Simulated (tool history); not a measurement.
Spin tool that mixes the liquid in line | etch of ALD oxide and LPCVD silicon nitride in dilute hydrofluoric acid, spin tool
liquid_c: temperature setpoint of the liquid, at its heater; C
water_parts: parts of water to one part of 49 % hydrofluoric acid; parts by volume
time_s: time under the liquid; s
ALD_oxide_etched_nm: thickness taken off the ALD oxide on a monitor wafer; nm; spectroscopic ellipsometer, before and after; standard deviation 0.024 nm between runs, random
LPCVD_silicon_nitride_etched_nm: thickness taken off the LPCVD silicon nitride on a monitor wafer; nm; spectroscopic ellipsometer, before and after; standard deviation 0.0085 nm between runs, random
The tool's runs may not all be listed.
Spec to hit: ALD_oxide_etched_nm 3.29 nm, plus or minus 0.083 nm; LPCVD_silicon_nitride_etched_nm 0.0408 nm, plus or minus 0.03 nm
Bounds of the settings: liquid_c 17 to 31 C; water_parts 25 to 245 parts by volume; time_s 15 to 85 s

| run | hour | liquid_c | water_parts | time_s | ALD_oxide_etched_nm | LPCVD_silicon_nitride_etched_nm |
|---|---|---|---|---|---|---|
| 1 | 0 | 23 | 135 | 45 | 9.6732 | 0.13636 |
| 2 | 8.9 | 23 | 160 | 45 | 7.8313 | 0.12384 |
| 3 | 14.2 | 20.5 | 160 | 45 | 7.0176 | 0.091798 |
| 4 | 16.1 | 19.5 | 180 | 45 | 5.9721 | 0.062781 |
| 5 | 16.6 | 19.5 | 195 | 45 | 5.4084 | 0.080115 |
| 6 | 21 | 19 | 205 | 45 | 5.0045 | 0.07502 |
| 7 | 24.4 | 18.5 | 215 | 45 | 4.6609 | 0.053886 |
| 8 | 29.4 | 18.5 | 220 | 45 | 4.5003 | 0.054243 |
| 9 | 36.9 | 18 | 225 | 45 | 4.2752 | 0.062654 |
| 10 | 41.8 | 18 | 230 | 45 | 4.2041 | 0.054718 |

Below are 4 possible settings for the next run. Only one of them brings all results inside the allowed miss of their targets. Which is it?
| A | 46.7 | 17 | 245 | 35 | ? | ? |
| B | 46.7 | 22.5 | 220 | 40 | ? | ? |
| C | 46.7 | 17 | 245 | 40 | ? | ? |
| D | 46.7 | 19.5 | 220 | 45 | ? | ? |

| move | ALD_oxide_etched_nm | LPCVD_silicon_nitride_etched_nm |
|---|---|---|
| A | 2.8665 | 0.051736 |
| B | 4.6041 | 0.09386 |
| C | 3.276 | 0.059126 |
| D | 4.6251 | 0.086997 |
A: pushes the last run's worst result past its target
B: moves away from the targets compared with the last run
C: in spec on every target
D: moves away from the targets compared with the last run
The right move is C.
